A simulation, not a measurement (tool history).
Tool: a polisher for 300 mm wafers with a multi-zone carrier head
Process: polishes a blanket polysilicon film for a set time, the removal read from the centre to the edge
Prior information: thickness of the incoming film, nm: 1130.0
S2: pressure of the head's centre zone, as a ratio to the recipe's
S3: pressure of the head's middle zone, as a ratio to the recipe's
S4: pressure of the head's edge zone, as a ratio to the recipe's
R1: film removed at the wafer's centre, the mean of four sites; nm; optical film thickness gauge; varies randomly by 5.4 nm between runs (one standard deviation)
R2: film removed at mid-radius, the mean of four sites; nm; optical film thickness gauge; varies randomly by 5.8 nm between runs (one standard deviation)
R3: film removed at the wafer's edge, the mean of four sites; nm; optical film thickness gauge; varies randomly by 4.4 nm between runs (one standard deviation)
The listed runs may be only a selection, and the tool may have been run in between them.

Run 1, day 0: flow of slurry (ml/min) 120, S2 1, S3 1, S4 1, polishing time (s) 46. Result: R1 321.78 nm, R2 358.48 nm, R3 342.86 nm.
Run 2, day 0.208: flow of slurry (ml/min) 130, S2 1.02, S3 1.01, S4 1.04, polishing time (s) 48. Result: R1 344 nm, R2 373.19 nm, R3 384.83 nm.
Run 3, day 0.254: flow of slurry (ml/min) 130, S2 1.02, S3 1.01, S4 1.04, polishing time (s) 44. Result: R1 330.6 nm, R2 346.67 nm, R3 347.7 nm.
Run 4, day 0.617: flow of slurry (ml/min) 130, S2 1.02, S3 1.01, S4 1.1, polishing time (s) 44. Result: R1 321.28 nm, R2 350.64 nm, R3 351.02 nm.
Run 5, day 0.754: flow of slurry (ml/min) 130, S2 1.02, S3 1.01, S4 1.1, polishing time (s) 35. Result: R1 256.49 nm, R2 274.84 nm, R3 287.38 nm.
At day 0.95: centre zone pressure recalibrated.
Run 6, day 0.95: flow of slurry (ml/min) 130, S2 0.96, S3 1.01, S4 1.1, polishing time (s) 35. Result: R1 261.94 nm, R2 276.66 nm, R3 280.59 nm.
Run 7, day 1.275: flow of slurry (ml/min) 145, S2 0.96, S3 1.03, S4 1.1, polishing time (s) 40. Result: R1 298.83 nm, R2 335.07 nm, R3 327.32 nm.
Run 8, day 1.646: flow of slurry (ml/min) 155, S2 0.99, S3 1.02, S4 1.07, polishing time (s) 43. Result: R1 335.07 nm, R2 348.03 nm, R3 349.96 nm.

What will run 9 give?
Run 9, day 1.738: flow of slurry (ml/min) 160, S2 1.01, S3 1.05, S4 1.09, polishing time (s) 45. Result: R1 ?, R2 ?, R3 ?.

R1: 365.4 nm
R2: 383.84 nm
R3: 374.39 nm
